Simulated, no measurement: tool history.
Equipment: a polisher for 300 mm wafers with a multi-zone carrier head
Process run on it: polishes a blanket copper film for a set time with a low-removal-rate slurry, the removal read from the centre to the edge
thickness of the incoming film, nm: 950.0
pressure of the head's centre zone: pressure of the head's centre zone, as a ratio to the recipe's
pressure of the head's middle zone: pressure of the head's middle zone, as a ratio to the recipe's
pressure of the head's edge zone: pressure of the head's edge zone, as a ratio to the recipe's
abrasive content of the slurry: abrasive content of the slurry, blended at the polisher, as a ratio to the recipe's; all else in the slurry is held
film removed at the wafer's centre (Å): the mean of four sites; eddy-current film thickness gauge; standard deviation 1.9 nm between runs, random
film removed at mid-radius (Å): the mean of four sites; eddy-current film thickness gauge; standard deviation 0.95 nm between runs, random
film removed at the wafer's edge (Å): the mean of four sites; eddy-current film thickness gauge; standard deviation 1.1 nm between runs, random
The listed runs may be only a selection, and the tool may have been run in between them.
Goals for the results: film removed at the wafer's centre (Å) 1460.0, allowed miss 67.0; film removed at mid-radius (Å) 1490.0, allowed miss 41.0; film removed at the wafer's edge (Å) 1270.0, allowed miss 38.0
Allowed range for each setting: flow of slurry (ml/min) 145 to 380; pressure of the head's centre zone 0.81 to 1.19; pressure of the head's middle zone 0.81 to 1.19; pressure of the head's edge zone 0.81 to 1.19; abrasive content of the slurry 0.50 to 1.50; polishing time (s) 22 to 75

run  hour  flow of slurry (ml/min)  pressure of the head's centre zone  pressure of the head's middle zone  pressure of the head's edge zone  abrasive content of the slurry  polishing time (s)  film removed at the wafer's centre (Å)  film removed at mid-radius (Å)  film removed at the wafer's edge (Å)
  1   0.0                      245                                1.00                                1.00                              1.00                            1.00                  48                                  1026.4                          1001.6                                1002.8
  2   8.2                      270                                1.00                                1.00                              1.00                            1.00                  48                                  1023.1                          1015.2                                1017.3
  3   9.7                      270                                1.04                                1.00                              1.00                            1.00                  48                                  1056.8                          1018.4                                1017.6
  4  18.5                      270                                1.04                                1.00                              1.00                            1.00                  55                                  1206.0                          1173.1                                1170.2
  5  19.9                      270                                1.08                                1.00                              1.00                            1.00                  55                                  1274.1                          1161.3                                1165.1
  6  28.4                      270                                1.08                                1.00                              1.00                            1.00                  64                                  1484.2                          1341.0                                1363.4
  7  34.4                      275                                1.08                                1.02                              0.98                            1.00                  64                                  1446.0                          1367.1                                1347.7
  8  35.6                      305                                1.16                                1.12                              0.88                            0.95                  64                                  1593.6                          1482.2                                1283.5
  9  43.9                      300                                1.15                                1.12                              0.88                            0.95                  64                                  1569.6                          1485.3                                1270.9
 10  45.3                      300                                1.14                                1.12                              0.88                            0.95                  64                                  1525.2                          1494.8                                1289.7
 11  50.1                      295                                1.13                                1.12                              0.87                            0.95                  64                                  1560.7                          1496.0                                1273.8

Which single option among these 5 for the next run brings every result within its allowed miss of target? Just one does.
  A  54.9                      295                                1.06                                1.10                              0.82                            1.00                  64                                       ?                               ?                                     ?
  B  54.9                      280                                1.19                                1.13                              0.81                            0.95                  65                                       ?                               ?                                     ?
  C  54.9                      350                                1.09                                1.07                              0.93                            0.90                  66                                       ?                               ?                                     ?
  D  54.9                      300                                1.15                                1.13                              0.81                            0.95                  64                                       ?                               ?                                     ?
  E  54.9                      240                                1.18                                1.07                              0.81                            0.90                  70                                       ?                               ?                                     ?

move  film removed at the wafer's centre (Å)  film removed at mid-radius (Å)  film removed at the wafer's edge (Å)
   A                                  1448.0                          1477.6                                1248.9
   B                                  1623.6                          1508.5                                1242.4
   C                                  1526.6                          1476.6                                1336.5
   D                                  1557.1                          1496.6                                1230.1
   E                                  1677.1                          1503.5                                1304.3
A: each result inside its tolerance
B: misses by more than the last run did
C: meets the target for the result that was furthest off, but another lies outside its allowed miss
D: just as far off the targets as the last run
E: misses by more than the last run did
Move A is the one to make.
